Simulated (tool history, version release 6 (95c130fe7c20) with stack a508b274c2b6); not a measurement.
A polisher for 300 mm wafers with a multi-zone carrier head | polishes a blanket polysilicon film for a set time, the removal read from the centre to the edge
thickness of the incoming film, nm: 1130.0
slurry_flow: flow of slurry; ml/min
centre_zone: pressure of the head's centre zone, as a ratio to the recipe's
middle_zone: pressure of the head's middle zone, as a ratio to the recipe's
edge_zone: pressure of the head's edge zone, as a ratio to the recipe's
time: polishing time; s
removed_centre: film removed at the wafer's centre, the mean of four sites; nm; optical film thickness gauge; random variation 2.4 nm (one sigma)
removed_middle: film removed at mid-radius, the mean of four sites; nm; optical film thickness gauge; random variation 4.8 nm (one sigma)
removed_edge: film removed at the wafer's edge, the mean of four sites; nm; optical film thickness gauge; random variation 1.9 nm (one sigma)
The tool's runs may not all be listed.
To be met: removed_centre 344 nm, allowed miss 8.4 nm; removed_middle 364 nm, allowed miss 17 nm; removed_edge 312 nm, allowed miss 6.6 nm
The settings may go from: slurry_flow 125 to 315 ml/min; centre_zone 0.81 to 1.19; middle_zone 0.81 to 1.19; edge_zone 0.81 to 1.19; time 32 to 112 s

| run | hour | slurry_flow | centre_zone | middle_zone | edge_zone | time | removed_centre | removed_middle | removed_edge |
|---|---|---|---|---|---|---|---|---|---|
| 1 | 0 | 205 | 1 | 1 | 1 | 72 | 336.22 | 334.48 | 344.66 |
| 2 | 7.3 | 200 | 1.01 | 1.04 | 0.95 | 72 | 339.98 | 345.01 | 335.57 |
| 3 | 11.6 | 200 | 1.01 | 1.04 | 0.95 | 88 | 415.04 | 432.43 | 404.41 |
| 4 | 15 | 240 | 1.01 | 1.04 | 0.95 | 88 | 428.21 | 428.64 | 411.75 |
| 5 | 18.3 | 240 | 1.01 | 1.1 | 0.95 | 88 | 431.89 | 458.84 | 411.8 |
| 6 | 25.9 | 240 | 1.01 | 1.1 | 0.95 | 100 | 494.08 | 538.52 | 469.52 |
| 7 | 30.7 | 235 | 1.01 | 1.11 | 0.91 | 90 | 440.24 | 481.15 | 413.33 |
| 8 | 37.1 | 230 | 1.01 | 1.1 | 0.88 | 83 | 401.64 | 430.54 | 371.74 |
| 9 | 43.1 | 185 | 1 | 1.09 | 0.81 | 72 | 331.13 | 355.5 | 302.65 |
| 10 | 51.6 | 195 | 1 | 1.09 | 0.82 | 72 | 334.56 | 359.39 | 307.57 |

5 next moves are on the table. One of them brings every result within its allowed miss. Which?
| A | 60.1 | 165 | 0.96 | 1.04 | 0.84 | 75 | ? | ? | ? |
| B | 60.1 | 175 | 1 | 1.08 | 0.86 | 72 | ? | ? | ? |
| C | 60.1 | 165 | 1.04 | 1.08 | 0.84 | 74 | ? | ? | ? |
| D | 60.1 | 175 | 0.97 | 1.06 | 0.86 | 73 | ? | ? | ? |
| E | 60.1 | 145 | 1.02 | 1.11 | 0.81 | 72 | ? | ? | ? |

| move | removed_centre | removed_middle | removed_edge |
|---|---|---|---|
| A | 319.44 | 353.18 | 319.84 |
| B | 323.74 | 354.03 | 312.68 |
| C | 341.75 | 359.71 | 315.41 |
| D | 318.27 | 353.32 | 317.11 |
| E | 316 | 348.5 | 295.93 |
A: further off than the last run
B: further off than the last run
C: meets every target
D: further off than the last run
E: further off than the last run
Move C is the one to make.
